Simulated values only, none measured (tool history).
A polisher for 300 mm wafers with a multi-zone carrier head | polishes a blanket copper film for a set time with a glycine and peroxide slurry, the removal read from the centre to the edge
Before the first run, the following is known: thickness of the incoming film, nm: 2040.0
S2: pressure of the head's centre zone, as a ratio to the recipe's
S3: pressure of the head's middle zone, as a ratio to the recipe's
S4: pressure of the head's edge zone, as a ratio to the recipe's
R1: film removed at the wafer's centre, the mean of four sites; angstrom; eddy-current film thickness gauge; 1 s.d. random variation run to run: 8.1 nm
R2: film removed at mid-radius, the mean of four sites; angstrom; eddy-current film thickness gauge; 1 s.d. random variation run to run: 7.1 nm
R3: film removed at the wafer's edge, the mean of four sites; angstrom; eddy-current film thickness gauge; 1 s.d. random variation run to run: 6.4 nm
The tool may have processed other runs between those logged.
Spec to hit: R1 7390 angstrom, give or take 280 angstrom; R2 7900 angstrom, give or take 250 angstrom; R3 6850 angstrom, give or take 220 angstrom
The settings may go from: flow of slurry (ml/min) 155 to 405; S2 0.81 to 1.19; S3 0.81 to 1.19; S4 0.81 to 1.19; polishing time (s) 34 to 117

{"run": 1, "hour": 0.0, "flow of slurry (ml/min)": 260, "S2": 1, "S3": 1, "S4": 1, "polishing time (s)": 75, "R1": 5599, "R2": 5266, "R3": 5059.4}
{"run": 2, "hour": 3.0, "flow of slurry (ml/min)": 260, "S2": 1, "S3": 1.03, "S4": 1, "polishing time (s)": 75, "R1": 5584.2, "R2": 5302.1, "R3": 5111.4}
{"run": 3, "hour": 8.4, "flow of slurry (ml/min)": 265, "S2": 1, "S3": 1.05, "S4": 0.99, "polishing time (s)": 77, "R1": 5857.8, "R2": 5573.2, "R3": 5281}
{"run": 4, "hour": 16.7, "flow of slurry (ml/min)": 270, "S2": 0.99, "S3": 1.07, "S4": 0.98, "polishing time (s)": 79, "R1": 5897.3, "R2": 5789.3, "R3": 5453.6}
{"run": 5, "hour": 19.8, "flow of slurry (ml/min)": 270, "S2": 0.99, "S3": 1.07, "S4": 1.02, "polishing time (s)": 79, "R1": 5960.5, "R2": 5838.3, "R3": 5448.9}
{"run": 6, "hour": 23.5, "flow of slurry (ml/min)": 320, "S2": 0.99, "S3": 1.07, "S4": 1.02, "polishing time (s)": 79, "R1": 6054, "R2": 5907.7, "R3": 5593.1}
{"run": 7, "hour": 26.2, "flow of slurry (ml/min)": 320, "S2": 0.99, "S3": 1.08, "S4": 1.01, "polishing time (s)": 81, "R1": 6199.3, "R2": 6151.6, "R3": 5622.1}
{"hour": 27.0, "done": "centre zone pressure recalibrated"}
{"run": 8, "hour": 27.0, "flow of slurry (ml/min)": 320, "S2": 0.99, "S3": 1.09, "S4": 1.02, "polishing time (s)": 82, "R1": 5754, "R2": 6234.8, "R3": 5818}
{"run": 9, "hour": 31.2, "flow of slurry (ml/min)": 320, "S2": 1, "S3": 1.1, "S4": 1.01, "polishing time (s)": 84, "R1": 5882.5, "R2": 6452, "R3": 5786.3}

Of the 5 settings listed for the next run, only one would bring every result within its allowed miss of target. Which one?
{"run": "A", "hour": 35.4, "flow of slurry (ml/min)": 305, "S2": 1.08, "S3": 1.15, "S4": 1.01, "polishing time (s)": 99, "R1": "?", "R2": "?", "R3": "?"}
{"run": "B", "hour": 35.4, "flow of slurry (ml/min)": 310, "S2": 1.19, "S3": 0.91, "S4": 0.82, "polishing time (s)": 77, "R1": "?", "R2": "?", "R3": "?"}
{"run": "C", "hour": 35.4, "flow of slurry (ml/min)": 345, "S2": 0.81, "S3": 1.01, "S4": 1.19, "polishing time (s)": 70, "R1": "?", "R2": "?", "R3": "?"}
{"run": "D", "hour": 35.4, "flow of slurry (ml/min)": 270, "S2": 0.91, "S3": 0.81, "S4": 0.9, "polishing time (s)": 75, "R1": "?", "R2": "?", "R3": "?"}
{"run": "E", "hour": 35.4, "flow of slurry (ml/min)": 360, "S2": 0.92, "S3": 1.08, "S4": 1.03, "polishing time (s)": 105, "R1": "?", "R2": "?", "R3": "?"}

move=A R1=7575.8 R2=7733.8 R3=6853.3
move=B R1=6497.1 R2=4939.1 R3=5073.5
move=C R1=4054.7 R2=4957.2 R3=5140.1
move=D R1=4750.1 R2=4314.8 R3=5008.1
move=E R1=6946.8 R2=7896.6 R3=7400.7
A: in spec on every target
B: its largest miss is bigger than the last run's
C: its largest miss is bigger than the last run's
D: its largest miss is bigger than the last run's
E: the furthest-off result lands on target, but another misses its tolerance
Correct choice: A, which meets every target

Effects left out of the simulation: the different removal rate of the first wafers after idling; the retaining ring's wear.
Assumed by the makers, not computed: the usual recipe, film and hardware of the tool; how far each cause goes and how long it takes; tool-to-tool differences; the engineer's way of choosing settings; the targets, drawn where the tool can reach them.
